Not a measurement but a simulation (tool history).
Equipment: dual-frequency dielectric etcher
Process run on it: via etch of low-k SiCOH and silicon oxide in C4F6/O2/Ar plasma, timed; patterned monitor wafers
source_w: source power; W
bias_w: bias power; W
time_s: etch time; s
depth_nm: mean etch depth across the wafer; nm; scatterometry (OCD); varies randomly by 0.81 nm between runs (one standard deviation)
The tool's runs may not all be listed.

{"run": 1, "hour": 0.0, "source_w": 420, "bias_w": 138, "time_s": 90.5, "depth_nm": 235.72}
{"run": 2, "hour": 9.0, "source_w": 450, "bias_w": 139, "time_s": 90.5, "depth_nm": 242.1}
{"run": 3, "hour": 12.0, "source_w": 450, "bias_w": 139, "time_s": 94.0, "depth_nm": 251.84}
{"run": 4, "hour": 16.8, "source_w": 450, "bias_w": 139, "time_s": 90.5, "depth_nm": 242.65}
{"hour": 21.9, "done": "wet clean of the chamber"}
{"run": 5, "hour": 21.9, "source_w": 470, "bias_w": 140, "time_s": 90.5, "depth_nm": 241.72}
{"run": 6, "hour": 25.5, "source_w": 470, "bias_w": 117, "time_s": 90.5, "depth_nm": 230.74}
{"run": 7, "hour": 26.5, "source_w": 490, "bias_w": 126, "time_s": 90.5, "depth_nm": 238.94}
{"run": 8, "hour": 33.1, "source_w": 510, "bias_w": 133, "time_s": 90.5, "depth_nm": 246.0}
{"run": 9, "hour": 36.5, "source_w": 520, "bias_w": 138, "time_s": 90.5, "depth_nm": 252.5}

Forecast run 10:
{"run": 10, "hour": 37.9, "source_w": 530, "bias_w": 140, "time_s": 90.5, "depth_nm": "?"}

depth_nm: 254.93 nm
